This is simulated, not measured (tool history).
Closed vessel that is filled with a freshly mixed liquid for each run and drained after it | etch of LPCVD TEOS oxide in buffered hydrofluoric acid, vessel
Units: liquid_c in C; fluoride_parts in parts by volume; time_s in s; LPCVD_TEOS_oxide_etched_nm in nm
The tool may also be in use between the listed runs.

run,hour,liquid_c,fluoride_parts,time_s,LPCVD_TEOS_oxide_etched_nm
1,0,22,8.5,95,520.91
2,1.5,24.5,8.5,95,606.02
3,6.7,23,9,95,523.74
4,15.6,23,9,100,546.44
5,20.7,23,7.5,100,670.23
6,29,21,7.5,100,599.66
7,33.8,20,8,100,523.32
8,39.7,19.5,8.5,100,479.56
9,41.7,19,9,100,437.62
10,49.9,19,9,100,439
11,52.3,18.5,9.5,100,412.67
12,61.3,18,10,100,387.59
13,67.8,18,10.5,100,370.43

Run 14 comes next. What will it give?
14,75.1,17.5,11,100,?

{"run 14": {"LPCVD_TEOS_oxide_etched_nm": 342.61}}
